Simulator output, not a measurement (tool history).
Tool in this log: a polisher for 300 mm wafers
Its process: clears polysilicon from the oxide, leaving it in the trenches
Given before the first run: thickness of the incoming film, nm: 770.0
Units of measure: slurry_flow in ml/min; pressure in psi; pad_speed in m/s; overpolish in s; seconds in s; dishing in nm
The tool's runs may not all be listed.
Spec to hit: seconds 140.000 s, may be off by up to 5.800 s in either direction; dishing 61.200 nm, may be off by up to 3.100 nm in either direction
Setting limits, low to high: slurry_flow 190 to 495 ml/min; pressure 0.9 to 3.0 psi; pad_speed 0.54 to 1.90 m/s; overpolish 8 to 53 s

Run 1, hour 0.0: slurry_flow 320 ml/min, pressure 1.9 psi, pad_speed 1.22 m/s, overpolish 27 s. Result: seconds 76.149 s, dishing 62.196 nm.
Run 2, hour 2.2: slurry_flow 320 ml/min, pressure 1.6 psi, pad_speed 1.20 m/s, overpolish 29 s. Result: seconds 87.451 s, dishing 59.684 nm.
Run 3, hour 5.2: slurry_flow 315 ml/min, pressure 1.6 psi, pad_speed 1.06 m/s, overpolish 35 s. Result: seconds 95.905 s, dishing 61.706 nm.
Run 4, hour 9.9: slurry_flow 315 ml/min, pressure 1.2 psi, pad_speed 1.06 m/s, overpolish 35 s. Result: seconds 119.380 s, dishing 61.386 nm.
Run 5, hour 17.8: slurry_flow 315 ml/min, pressure 1.2 psi, pad_speed 1.06 m/s, overpolish 25 s. Result: seconds 119.910 s, dishing 56.979 nm.
Run 6, hour 25.9: slurry_flow 315 ml/min, pressure 1.2 psi, pad_speed 1.06 m/s, overpolish 32 s. Result: seconds 120.460 s, dishing 61.478 nm.
Run 7, hour 27.6: slurry_flow 315 ml/min, pressure 1.1 psi, pad_speed 1.06 m/s, overpolish 32 s. Result: seconds 126.460 s, dishing 60.405 nm.
Run 8, hour 31.8: slurry_flow 315 ml/min, pressure 1.0 psi, pad_speed 1.06 m/s, overpolish 33 s. Result: seconds 131.280 s, dishing 59.974 nm.
Run 9, hour 34.2: slurry_flow 315 ml/min, pressure 0.9 psi, pad_speed 1.02 m/s, overpolish 45 s. Result: seconds 148.370 s, dishing 59.647 nm.
Run 10, hour 42.0: slurry_flow 315 ml/min, pressure 0.9 psi, pad_speed 1.02 m/s, overpolish 45 s. Result: seconds 149.650 s, dishing 61.421 nm.
Run 11, hour 44.7: slurry_flow 315 ml/min, pressure 0.9 psi, pad_speed 1.02 m/s, overpolish 44 s. Result: seconds 146.520 s, dishing 62.436 nm.
Run 12, hour 46.4: slurry_flow 315 ml/min, pressure 0.9 psi, pad_speed 1.02 m/s, overpolish 42 s. Result: seconds 146.960 s, dishing 60.549 nm.
Run 13, hour 51.0: slurry_flow 315 ml/min, pressure 0.9 psi, pad_speed 1.02 m/s, overpolish 43 s. Result: seconds 147.700 s, dishing 60.554 nm.

Exercise: of the 5 proposed moves below, exactly one satisfies all targets within the stated allowed misses. Which move is it?
Run A, hour 55.6: slurry_flow 335 ml/min, pressure 0.9 psi, pad_speed 1.18 m/s, overpolish 40 s. Result: seconds ?, dishing ?.
Run B, hour 55.6: slurry_flow 325 ml/min, pressure 0.9 psi, pad_speed 0.96 m/s, overpolish 48 s. Result: seconds ?, dishing ?.
Run C, hour 55.6: slurry_flow 245 ml/min, pressure 2.1 psi, pad_speed 0.54 m/s, overpolish 53 s. Result: seconds ?, dishing ?.
Run D, hour 55.6: slurry_flow 315 ml/min, pressure 1.0 psi, pad_speed 0.88 m/s, overpolish 48 s. Result: seconds ?, dishing ?.
Run E, hour 55.6: slurry_flow 325 ml/min, pressure 1.3 psi, pad_speed 0.88 m/s, overpolish 48 s. Result: seconds ?, dishing ?.

move  seconds  dishing
   A  129.380   61.160
   B  154.490   61.186
   C  139.280   61.993
   D  156.160   61.128
   E  131.360   61.872
A: pushes the last run's worst result past its target
B: further off than the last run
C: every result lands within tolerance
D: further off than the last run
E: pushes the last run's worst result past its target
The right move is C.
